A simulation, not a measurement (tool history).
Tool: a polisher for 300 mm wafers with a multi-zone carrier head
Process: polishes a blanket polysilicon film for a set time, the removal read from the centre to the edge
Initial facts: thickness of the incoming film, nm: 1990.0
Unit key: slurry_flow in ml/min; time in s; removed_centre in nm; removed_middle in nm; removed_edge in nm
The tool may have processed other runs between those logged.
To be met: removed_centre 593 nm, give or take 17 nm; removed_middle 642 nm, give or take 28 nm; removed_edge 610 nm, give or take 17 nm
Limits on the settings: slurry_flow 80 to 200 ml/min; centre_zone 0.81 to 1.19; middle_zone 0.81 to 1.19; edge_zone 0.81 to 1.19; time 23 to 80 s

run  hour  slurry_flow  centre_zone  middle_zone  edge_zone  time  removed_centre  removed_middle  removed_edge
  1     0          130            1            1          1    51          458.49          482.29        461.15
  2   0.8          130            1         0.97          1    51          464.79          482.36        464.97
  3   9.1          130            1         1.01          1    51          465.73          485.76         458.7
  4  10.5          150            1         1.01          1    51          475.45          513.89        477.86
  5    19          160         1.01         1.01       1.02    52          502.79          515.28        495.83
     23.4  -- worn pad replaced by a new one
  6  23.4          160         1.01         1.01       1.02    48          511.62          525.62        503.81
  7  30.3          165         1.01         1.03       1.04    49          522.85          548.68        524.98
  8    39          170         1.01         1.04       1.05    49          526.06          563.82        532.71
  9  42.7          175         1.01         1.05       1.06    49          526.68          565.92        532.35
 10    51          175         1.01         1.05       1.06    49           526.2          554.37        525.02
 11  53.9          180         1.01         1.06       1.08    50          551.26          565.43        548.16
 12  61.3          180         1.01         1.06       1.08    50          538.24          586.99        549.87

Next run, 5 choices. One meets every target within its allowed miss, the rest don't. Which?
  A  68.7          200         1.19         1.02       1.17    48               ?               ?             ?
  B  68.7          170         0.93         0.87       1.19    52               ?               ?             ?
  C  68.7          200         1.02         1.03       1.04    53               ?               ?             ?
  D  68.7          135         0.85         1.16       1.17    57               ?               ?             ?
  E  68.7          150         0.99         1.05       1.05    58               ?               ?             ?

move  removed_centre  removed_middle  removed_edge
   A          627.66          550.98        543.54
   B          515.28          523.52        583.46
   C          593.43          613.15        570.26
   D          492.35          670.81        613.58
   E          597.69          648.86        605.25
A: misses by more than the last run did
B: misses by more than the last run did
C: nearer than the last run, and not there yet
D: corrects the largest miss of the last run, while another result sits out of spec
E: every result within its allowed miss
Answer: E
